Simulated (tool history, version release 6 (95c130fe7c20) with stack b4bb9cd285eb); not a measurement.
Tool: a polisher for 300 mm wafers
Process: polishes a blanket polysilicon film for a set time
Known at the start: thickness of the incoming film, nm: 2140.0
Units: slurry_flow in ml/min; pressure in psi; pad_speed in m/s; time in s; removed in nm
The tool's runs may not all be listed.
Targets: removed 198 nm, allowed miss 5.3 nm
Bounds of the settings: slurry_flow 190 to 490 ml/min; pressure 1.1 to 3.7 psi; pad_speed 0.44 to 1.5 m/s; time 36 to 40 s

{"run": 1, "hour": 0.0, "slurry_flow": 315, "pressure": 2.4, "pad_speed": 0.96, "time": 40, "removed": 255.18}
{"run": 2, "hour": 6.6, "slurry_flow": 315, "pressure": 2.3, "pad_speed": 0.96, "time": 40, "removed": 246.09}
{"run": 3, "hour": 15.1, "slurry_flow": 250, "pressure": 2.3, "pad_speed": 0.96, "time": 40, "removed": 239.4}
{"run": 4, "hour": 16.0, "slurry_flow": 250, "pressure": 2.2, "pad_speed": 0.96, "time": 40, "removed": 232.15}
{"hour": 22.6, "done": "worn pad replaced by a new one"}
{"run": 5, "hour": 22.6, "slurry_flow": 250, "pressure": 2.1, "pad_speed": 0.96, "time": 40, "removed": 244.85}
{"run": 6, "hour": 29.5, "slurry_flow": 330, "pressure": 2.1, "pad_speed": 0.96, "time": 40, "removed": 252.05}
{"run": 7, "hour": 31.9, "slurry_flow": 310, "pressure": 1.5, "pad_speed": 0.96, "time": 40, "removed": 183.72}
{"run": 8, "hour": 40.7, "slurry_flow": 315, "pressure": 1.5, "pad_speed": 0.96, "time": 40, "removed": 182.8}
{"run": 9, "hour": 43.9, "slurry_flow": 320, "pressure": 1.5, "pad_speed": 0.96, "time": 40, "removed": 184.24}
{"run": 10, "hour": 52.3, "slurry_flow": 325, "pressure": 1.5, "pad_speed": 0.96, "time": 40, "removed": 182.99}
{"run": 11, "hour": 56.4, "slurry_flow": 325, "pressure": 1.5, "pad_speed": 0.96, "time": 40, "removed": 183.68}
{"run": 12, "hour": 63.5, "slurry_flow": 330, "pressure": 1.5, "pad_speed": 0.96, "time": 40, "removed": 181.24}

4 next moves are on the table. One of them brings every result within its allowed miss. Which?
{"run": "A", "hour": 70.6, "slurry_flow": 310, "pressure": 1.7, "pad_speed": 1, "time": 37, "removed": "?"}
{"run": "B", "hour": 70.6, "slurry_flow": 330, "pressure": 1.7, "pad_speed": 1.02, "time": 39, "removed": "?"}
{"run": "C", "hour": 70.6, "slurry_flow": 490, "pressure": 1.3, "pad_speed": 0.92, "time": 40, "removed": "?"}
{"run": "D", "hour": 70.6, "slurry_flow": 325, "pressure": 1.8, "pad_speed": 0.96, "time": 39, "removed": "?"}

move=A removed=199.08
move=B removed=215.15
move=C removed=159.1
move=D removed=214
A: meets every target
B: takes the result that was furthest off past its target
C: further off than the last run
D: takes the result that was furthest off past its target
Answer: A

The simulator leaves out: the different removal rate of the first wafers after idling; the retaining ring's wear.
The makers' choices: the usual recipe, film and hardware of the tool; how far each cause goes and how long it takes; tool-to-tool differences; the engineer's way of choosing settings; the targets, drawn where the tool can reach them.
